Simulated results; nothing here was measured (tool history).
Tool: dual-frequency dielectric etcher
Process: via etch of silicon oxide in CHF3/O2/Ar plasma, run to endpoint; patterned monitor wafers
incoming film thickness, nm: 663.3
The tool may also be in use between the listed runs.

run 1 hour=0.0 | source_power_(W)=810 bias_power_(W)=236 | endpoint_time_(s)=272.05
run 2 hour=6.6 | source_power_(W)=810 bias_power_(W)=216 | endpoint_time_(s)=282.64
run 3 hour=11.1 | source_power_(W)=810 bias_power_(W)=178 | endpoint_time_(s)=310.68
run 4 hour=18.6 | source_power_(W)=810 bias_power_(W)=204 | endpoint_time_(s)=291.86
run 5 hour=25.8 | source_power_(W)=900 bias_power_(W)=210 | endpoint_time_(s)=279.75
run 6 hour=27.7 | source_power_(W)=980 bias_power_(W)=210 | endpoint_time_(s)=270.47

Run 7 comes next. What will it give?
run 7 hour=34.5 | source_power_(W)=1020 bias_power_(W)=217 | endpoint_time_(s)=?

endpoint time (s): 264.20

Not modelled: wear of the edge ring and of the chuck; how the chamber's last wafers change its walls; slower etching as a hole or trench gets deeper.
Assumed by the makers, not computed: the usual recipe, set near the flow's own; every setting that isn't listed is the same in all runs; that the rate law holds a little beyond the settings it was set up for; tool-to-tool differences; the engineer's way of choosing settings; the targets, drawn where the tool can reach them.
